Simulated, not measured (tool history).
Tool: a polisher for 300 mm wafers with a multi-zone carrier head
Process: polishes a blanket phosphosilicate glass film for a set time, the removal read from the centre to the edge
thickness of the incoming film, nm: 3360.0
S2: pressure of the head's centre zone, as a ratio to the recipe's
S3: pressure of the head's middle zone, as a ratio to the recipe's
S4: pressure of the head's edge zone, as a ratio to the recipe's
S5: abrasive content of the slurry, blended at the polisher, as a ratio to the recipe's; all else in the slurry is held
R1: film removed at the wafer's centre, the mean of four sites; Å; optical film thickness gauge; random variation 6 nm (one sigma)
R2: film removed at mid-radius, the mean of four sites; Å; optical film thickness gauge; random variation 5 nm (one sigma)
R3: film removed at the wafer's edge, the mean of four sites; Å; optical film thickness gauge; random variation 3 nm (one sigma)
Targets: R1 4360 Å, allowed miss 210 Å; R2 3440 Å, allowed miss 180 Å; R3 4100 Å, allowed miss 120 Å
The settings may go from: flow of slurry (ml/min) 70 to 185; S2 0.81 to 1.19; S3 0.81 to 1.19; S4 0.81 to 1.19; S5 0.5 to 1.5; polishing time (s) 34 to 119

{"run": 1, "hour": 0.0, "flow of slurry (ml/min)": 120, "S2": 1, "S3": 1, "S4": 1, "S5": 1, "polishing time (s)": 76, "R1": 5747, "R2": 5475.4, "R3": 5741.8}
{"run": 2, "hour": 5.8, "flow of slurry (ml/min)": 120, "S2": 1, "S3": 1, "S4": 0.92, "S5": 1, "polishing time (s)": 76, "R1": 5557.5, "R2": 5438.4, "R3": 5504.3}
{"run": 3, "hour": 11.5, "flow of slurry (ml/min)": 120, "S2": 1.07, "S3": 1, "S4": 0.92, "S5": 1, "polishing time (s)": 76, "R1": 6115.1, "R2": 5486.8, "R3": 5580.2}
{"run": 4, "hour": 16.0, "flow of slurry (ml/min)": 120, "S2": 1.11, "S3": 1, "S4": 0.92, "S5": 1, "polishing time (s)": 76, "R1": 6067.4, "R2": 5374.4, "R3": 5493.3}
{"run": 5, "hour": 24.4, "flow of slurry (ml/min)": 110, "S2": 1.11, "S3": 0.96, "S4": 0.91, "S5": 0.9, "polishing time (s)": 76, "R1": 5940.4, "R2": 4999.1, "R3": 5312}
{"run": 6, "hour": 26.4, "flow of slurry (ml/min)": 110, "S2": 1.11, "S3": 1.02, "S4": 0.91, "S5": 0.9, "polishing time (s)": 76, "R1": 5955.8, "R2": 5262.1, "R3": 5285.4}
{"run": 7, "hour": 32.5, "flow of slurry (ml/min)": 105, "S2": 1.1, "S3": 0.98, "S4": 0.91, "S5": 0.8, "polishing time (s)": 74, "R1": 5306.8, "R2": 4663.5, "R3": 4891.8}
{"run": 8, "hour": 41.4, "flow of slurry (ml/min)": 105, "S2": 1.1, "S3": 0.95, "S4": 0.9, "S5": 0.75, "polishing time (s)": 73, "R1": 5250.6, "R2": 4476.8, "R3": 4755}
{"run": 9, "hour": 49.7, "flow of slurry (ml/min)": 100, "S2": 1.1, "S3": 0.92, "S4": 0.9, "S5": 0.7, "polishing time (s)": 72, "R1": 4875.2, "R2": 4144.8, "R3": 4543}
{"run": 10, "hour": 53.0, "flow of slurry (ml/min)": 95, "S2": 1.11, "S3": 0.9, "S4": 0.89, "S5": 0.65, "polishing time (s)": 72, "R1": 4790.8, "R2": 3895.6, "R3": 4314.9}
{"run": 11, "hour": 58.2, "flow of slurry (ml/min)": 90, "S2": 1.1, "S3": 0.88, "S4": 0.89, "S5": 0.65, "polishing time (s)": 72, "R1": 4731.6, "R2": 3643.6, "R3": 4279.3}
{"run": 12, "hour": 61.3, "flow of slurry (ml/min)": 75, "S2": 1.05, "S3": 0.89, "S4": 0.87, "S5": 0.6, "polishing time (s)": 72, "R1": 3898.3, "R2": 3348.8, "R3": 3960.5}
{"run": 13, "hour": 66.5, "flow of slurry (ml/min)": 80, "S2": 1.06, "S3": 0.88, "S4": 0.87, "S5": 0.6, "polishing time (s)": 72, "R1": 4076.9, "R2": 3578.7, "R3": 3993.4}
{"run": 14, "hour": 74.7, "flow of slurry (ml/min)": 80, "S2": 1.07, "S3": 0.87, "S4": 0.88, "S5": 0.6, "polishing time (s)": 72, "R1": 4206.4, "R2": 3541.7, "R3": 4053.4}
{"run": 15, "hour": 82.3, "flow of slurry (ml/min)": 80, "S2": 1.07, "S3": 0.86, "S4": 0.89, "S5": 0.6, "polishing time (s)": 72, "R1": 4089.3, "R2": 3372, "R3": 4016.8}

Which of these 5 next moves meets every target?
{"run": "A", "hour": 89.9, "flow of slurry (ml/min)": 70, "S2": 1.09, "S3": 0.88, "S4": 0.87, "S5": 0.65, "polishing time (s)": 72, "R1": "?", "R2": "?", "R3": "?"}
{"run": "B", "hour": 89.9, "flow of slurry (ml/min)": 85, "S2": 0.99, "S3": 0.91, "S4": 0.92, "S5": 0.5, "polishing time (s)": 71, "R1": "?", "R2": "?", "R3": "?"}
{"run": "C", "hour": 89.9, "flow of slurry (ml/min)": 75, "S2": 1.14, "S3": 0.88, "S4": 0.93, "S5": 0.65, "polishing time (s)": 71, "R1": "?", "R2": "?", "R3": "?"}
{"run": "D", "hour": 89.9, "flow of slurry (ml/min)": 90, "S2": 0.97, "S3": 0.83, "S4": 0.99, "S5": 0.55, "polishing time (s)": 69, "R1": "?", "R2": "?", "R3": "?"}
{"run": "E", "hour": 89.9, "flow of slurry (ml/min)": 85, "S2": 1.16, "S3": 0.9, "S4": 0.88, "S5": 0.55, "polishing time (s)": 69, "R1": "?", "R2": "?", "R3": "?"}

move=A R1=4003.2 R2=3376.8 R3=3987.4
move=B R1=3659.7 R2=3441.9 R3=3929
move=C R1=4292.2 R2=3438 R3=4135.9
move=D R1=3672.3 R2=3262.6 R3=4127.1
move=E R1=4291.2 R2=3407 R3=3848.9
A: further off than the last run
B: further off than the last run
C: meets every target
D: further off than the last run
E: brings the result that was furthest off to its target, and leaves another outside
The right move is C.

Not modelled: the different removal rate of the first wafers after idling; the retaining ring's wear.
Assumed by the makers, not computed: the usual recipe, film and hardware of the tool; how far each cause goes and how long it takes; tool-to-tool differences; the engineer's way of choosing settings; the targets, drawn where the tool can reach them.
